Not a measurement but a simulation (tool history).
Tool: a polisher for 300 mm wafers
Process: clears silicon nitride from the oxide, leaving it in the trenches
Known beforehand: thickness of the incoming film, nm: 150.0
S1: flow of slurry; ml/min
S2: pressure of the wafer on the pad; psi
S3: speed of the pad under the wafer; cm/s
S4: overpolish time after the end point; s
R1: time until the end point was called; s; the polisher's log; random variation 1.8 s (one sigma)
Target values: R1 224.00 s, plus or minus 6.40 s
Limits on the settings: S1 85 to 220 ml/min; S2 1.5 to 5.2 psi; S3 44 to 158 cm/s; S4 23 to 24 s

{"run": 1, "hour": 0.0, "S1": 140, "S2": 3.3, "S3": 100, "S4": 23, "R1": 149.9}
{"run": 2, "hour": 4.9, "S1": 140, "S2": 3.3, "S3": 100, "S4": 24, "R1": 149.69}
{"run": 3, "hour": 8.1, "S1": 135, "S2": 3.1, "S3": 100, "S4": 24, "R1": 158.88}
{"run": 4, "hour": 15.0, "S1": 135, "S2": 2.9, "S3": 100, "S4": 24, "R1": 168.91}
{"run": 5, "hour": 20.8, "S1": 135, "S2": 3.6, "S3": 100, "S4": 24, "R1": 136.57}
{"run": 6, "hour": 26.5, "S1": 135, "S2": 3.6, "S3": 112, "S4": 24, "R1": 126.46}
{"run": 7, "hour": 31.7, "S1": 110, "S2": 2.6, "S3": 110, "S4": 24, "R1": 186.05}
{"run": 8, "hour": 38.2, "S1": 110, "S2": 2.6, "S3": 110, "S4": 24, "R1": 183.33}
{"run": 9, "hour": 46.1, "S1": 105, "S2": 2.5, "S3": 110, "S4": 24, "R1": 194.36}
{"run": 10, "hour": 51.1, "S1": 100, "S2": 2.5, "S3": 110, "S4": 24, "R1": 198.98}
{"run": 11, "hour": 59.5, "S1": 90, "S2": 2.1, "S3": 110, "S4": 24, "R1": 243.43}
{"hour": 63.7, "done": "worn pad replaced by a new one"}
{"run": 12, "hour": 63.7, "S1": 95, "S2": 2.1, "S3": 110, "S4": 24, "R1": 209.74}

Which single option among these 5 for the next run brings every result within its allowed miss of target? Just one does.
{"run": "A", "hour": 67.9, "S1": 100, "S2": 2.0, "S3": 120, "S4": 24, "R1": "?"}
{"run": "B", "hour": 67.9, "S1": 125, "S2": 2.1, "S3": 92, "S4": 23, "R1": "?"}
{"run": "C", "hour": 67.9, "S1": 95, "S2": 1.7, "S3": 146, "S4": 23, "R1": "?"}
{"run": "D", "hour": 67.9, "S1": 85, "S2": 2.7, "S3": 98, "S4": 23, "R1": "?"}
{"run": "E", "hour": 67.9, "S1": 100, "S2": 1.8, "S3": 150, "S4": 24, "R1": "?"}

move=A R1=199.14
move=B R1=222.70
move=C R1=199.78
move=D R1=186.11
move=E R1=182.02
A: lands further from the targets than the last run did
B: every result within its allowed miss
C: lands further from the targets than the last run did
D: lands further from the targets than the last run did
E: lands further from the targets than the last run did
The move that meets every target is B.
